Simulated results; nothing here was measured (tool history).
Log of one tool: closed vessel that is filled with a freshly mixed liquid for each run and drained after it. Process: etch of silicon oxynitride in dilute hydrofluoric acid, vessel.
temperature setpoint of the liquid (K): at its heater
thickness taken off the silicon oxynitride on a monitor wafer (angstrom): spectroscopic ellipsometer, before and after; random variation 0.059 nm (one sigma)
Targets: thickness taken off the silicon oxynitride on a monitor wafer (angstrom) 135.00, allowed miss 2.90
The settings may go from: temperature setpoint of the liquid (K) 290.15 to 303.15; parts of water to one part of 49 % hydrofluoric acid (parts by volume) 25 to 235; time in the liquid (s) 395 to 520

run  hour  temperature setpoint of the liquid (K)  parts of water to one part of 49 % hydrofluoric acid (parts by volume)  time in the liquid (s)  thickness taken off the silicon oxynitride on a monitor wafer (angstrom)
  1   0.0                                  295.15                                                                     130                     520                                                                    120.44
  2   1.2                                  295.15                                                                     105                     520                                                                    152.27
  3   3.2                                  296.15                                                                     105                     520                                                                    160.57
  4  11.9                                  295.15                                                                     105                     520                                                                    152.42
  5  18.7                                  294.65                                                                     105                     520                                                                    147.48
  6  22.9                                  298.15                                                                     105                     520                                                                    175.13
     29.7  -- hydrofluoric acid flow meter replaced
  7  29.7                                  296.65                                                                     105                     520                                                                    152.16
  8  31.2                                  295.65                                                                     105                     520                                                                    145.29
  9  39.9                                  293.65                                                                     105                     520                                                                    131.33

Which of these 4 next moves meets every target?
  A  48.6                                  294.65                                                                     110                     505                                                                         ?
  B  48.6                                  296.65                                                                     115                     485                                                                         ?
  C  48.6                                  294.65                                                                      90                     405                                                                         ?
  D  48.6                                  292.15                                                                      75                     400                                                                         ?

move  thickness taken off the silicon oxynitride on a monitor wafer (angstrom)
   A                                                                    126.43
   B                                                                    127.23
   C                                                                    125.83
   D                                                                    133.31
A: further off than the last run
B: further off than the last run
C: further off than the last run
D: meets every target
Move D is the one to make.

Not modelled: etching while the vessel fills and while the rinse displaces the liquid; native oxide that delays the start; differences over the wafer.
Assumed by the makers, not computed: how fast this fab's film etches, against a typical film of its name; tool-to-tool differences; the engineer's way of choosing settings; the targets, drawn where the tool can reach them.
